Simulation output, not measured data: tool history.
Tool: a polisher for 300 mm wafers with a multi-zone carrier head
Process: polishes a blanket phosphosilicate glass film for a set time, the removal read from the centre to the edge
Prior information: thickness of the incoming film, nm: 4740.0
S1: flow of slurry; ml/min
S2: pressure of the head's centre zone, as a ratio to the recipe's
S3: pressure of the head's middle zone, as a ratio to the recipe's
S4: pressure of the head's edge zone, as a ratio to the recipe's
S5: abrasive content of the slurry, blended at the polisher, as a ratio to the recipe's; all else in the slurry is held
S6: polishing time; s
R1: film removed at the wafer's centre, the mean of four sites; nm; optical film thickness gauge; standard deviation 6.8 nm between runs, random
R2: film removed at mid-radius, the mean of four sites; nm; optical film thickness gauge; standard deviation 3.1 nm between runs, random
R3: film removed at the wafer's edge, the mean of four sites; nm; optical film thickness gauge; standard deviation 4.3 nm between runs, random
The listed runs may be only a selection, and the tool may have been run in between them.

| run | day | S1 | S2 | S3 | S4 | S5 | S6 | R1 | R2 | R3 |
|---|---|---|---|---|---|---|---|---|---|---|
| 1 | 0 | 285 | 1 | 1 | 1 | 1 | 80 | 434.58 | 444.03 | 433.19 |
| 2 | 0.283 | 290 | 1 | 1.02 | 0.99 | 1 | 80 | 423.08 | 459.32 | 431.33 |
| 3 | 0.646 | 290 | 1 | 1.02 | 0.94 | 1 | 80 | 431.44 | 457.34 | 418.74 |
| 4 | 0.767 | 290 | 1.06 | 1.02 | 0.94 | 1 | 80 | 449.58 | 457.12 | 416.34 |
| 5 | 0.812 | 290 | 1.06 | 0.98 | 0.94 | 1 | 80 | 449.17 | 443.18 | 417.12 |
| 6 | 0.925 | 290 | 1.06 | 0.98 | 0.89 | 1 | 80 | 459.23 | 437.7 | 417.68 |
| 7 | 1.217 | 295 | 1.06 | 0.99 | 0.89 | 1 | 80 | 461.84 | 448.17 | 410.37 |
| 8 | 1.358 | 305 | 1.06 | 1 | 0.89 | 1 | 80 | 454.04 | 453.08 | 403.6 |
| 9 | 1.508 | 310 | 1.06 | 1.01 | 0.9 | 1 | 80 | 458.23 | 457.44 | 409.34 |
| 10 | 1.792 | 315 | 1.06 | 1.02 | 0.91 | 1 | 80 | 459.91 | 461.96 | 413.39 |
| 11 | 2 | 320 | 1.06 | 1.03 | 0.91 | 1 | 80 | 461.64 | 462.71 | 417.61 |

Run 12 is up next; what results do you expect?
| 12 | 2.317 | 320 | 1.06 | 1.03 | 0.91 | 1 | 80 | ? | ? | ? |

{"run 12": {"R1": 464.3, "R2": 466.67, "R3": 420.57}}

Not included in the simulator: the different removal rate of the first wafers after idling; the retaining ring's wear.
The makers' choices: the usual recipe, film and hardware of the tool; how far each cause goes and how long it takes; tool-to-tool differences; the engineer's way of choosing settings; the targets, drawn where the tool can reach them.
